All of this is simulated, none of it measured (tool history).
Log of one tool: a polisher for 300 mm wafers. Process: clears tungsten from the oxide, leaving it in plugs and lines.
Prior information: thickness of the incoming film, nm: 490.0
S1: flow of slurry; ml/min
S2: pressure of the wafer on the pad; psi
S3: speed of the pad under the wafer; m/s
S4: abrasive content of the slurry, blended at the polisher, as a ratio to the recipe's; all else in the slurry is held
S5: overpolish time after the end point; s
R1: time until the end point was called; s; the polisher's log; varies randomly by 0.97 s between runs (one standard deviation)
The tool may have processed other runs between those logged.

| run | hour | S1 | S2 | S3 | S4 | S5 | R1 |
|---|---|---|---|---|---|---|---|
| 1 | 0.0 | 280 | 2.6 | 1.00 | 1.00 | 33 | 119.03 |
| 2 | 1.2 | 280 | 2.6 | 1.00 | 1.00 | 33 | 118.89 |
| 3 | 7.3 | 330 | 2.6 | 1.00 | 1.00 | 33 | 116.47 |
| 4 | 10.1 | 330 | 2.6 | 1.00 | 1.15 | 33 | 111.14 |
| 5 | 12.6 | 330 | 2.7 | 1.00 | 1.15 | 33 | 105.99 |
| 6 | 17.5 | 270 | 2.7 | 1.00 | 1.15 | 33 | 109.18 |

Predict the results of run 7:
| 7 | 21.2 | 270 | 2.8 | 1.00 | 1.15 | 33 | ? |

R1: 106.68 s

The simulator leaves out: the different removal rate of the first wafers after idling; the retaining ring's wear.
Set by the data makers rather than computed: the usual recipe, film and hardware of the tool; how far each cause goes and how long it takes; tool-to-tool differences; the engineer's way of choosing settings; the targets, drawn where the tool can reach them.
